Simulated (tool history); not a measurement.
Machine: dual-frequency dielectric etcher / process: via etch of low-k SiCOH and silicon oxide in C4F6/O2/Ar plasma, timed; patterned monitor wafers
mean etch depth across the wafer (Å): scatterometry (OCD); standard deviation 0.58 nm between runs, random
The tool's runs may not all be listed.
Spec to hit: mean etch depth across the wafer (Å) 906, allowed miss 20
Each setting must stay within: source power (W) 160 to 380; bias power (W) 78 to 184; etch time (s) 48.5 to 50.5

run,hour,source power (W),bias power (W),etch time (s),mean etch depth across the wafer (Å)
1,0,270,131,48.5,1014.1
2,1.3,260,130,48.5,1007.4
3,6.1,250,129,48.5,984.5
4,12.9,240,128,48.5,976.8
5,19.8,240,128,50.5,1009.6
6,24.6,230,127,50.5,997.08
7,25.9,170,117,50.5,816.53
8,33.4,190,118,50.5,863.33

Which of these 5 next moves meets every target?
A,40.9,240,118,50.5,?
B,40.9,180,118,49,?
C,40.9,160,127,50.5,?
D,40.9,220,101,49.5,?
E,40.9,210,129,48.5,?

move,mean etch depth across the wafer (Å)
A,962.22
B,816.64
C,824.08
D,840.75
E,906.39
A: carries the result that was furthest off beyond its target, to the other side
B: misses by more than the last run did
C: misses by more than the last run did
D: misses by more than the last run did
E: in spec on every target
Correct choice: E, which meets every target
